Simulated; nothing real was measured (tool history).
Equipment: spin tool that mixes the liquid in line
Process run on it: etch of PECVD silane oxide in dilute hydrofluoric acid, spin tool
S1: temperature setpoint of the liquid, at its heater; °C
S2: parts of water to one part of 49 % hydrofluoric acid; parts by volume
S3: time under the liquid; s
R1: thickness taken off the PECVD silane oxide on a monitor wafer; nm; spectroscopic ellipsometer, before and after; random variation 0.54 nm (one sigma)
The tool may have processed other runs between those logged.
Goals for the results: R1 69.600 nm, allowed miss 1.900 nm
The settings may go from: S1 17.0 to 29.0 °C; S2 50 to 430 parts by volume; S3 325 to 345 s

run,day,S1,S2,S3,R1
1,0.000,21.0,240,325,34.697
2,0.375,22.5,225,325,39.125
3,0.479,23.5,210,325,44.933
4,0.558,24.5,200,325,49.451
5,0.842,25.5,195,325,52.212
6,1.004,26.0,190,325,55.031
7,1.050,26.5,185,325,57.428
8,1.300,27.0,180,325,60.498
9,1.483,27.5,180,325,61.588
10,1.750,29.0,165,325,73.584
11,1.821,28.5,165,325,72.123

Pick the move, out of 5, that brings all results within their allowed miss; only one does.
A,1.892,29.0,190,345,?
B,1.892,28.0,175,325,?
C,1.892,29.0,180,345,?
D,1.892,29.0,170,340,?
E,1.892,28.0,185,340,?

move,R1
A,64.968
B,65.301
C,69.421
D,73.343
E,63.849
A: the result that was furthest off in the last run now lies on the other side of its target
B: the result that was furthest off in the last run now lies on the other side of its target
C: all results land within tolerance of their targets
D: misses by more than the last run did
E: the result that was furthest off in the last run now lies on the other side of its target
Correct choice: C, which meets every target
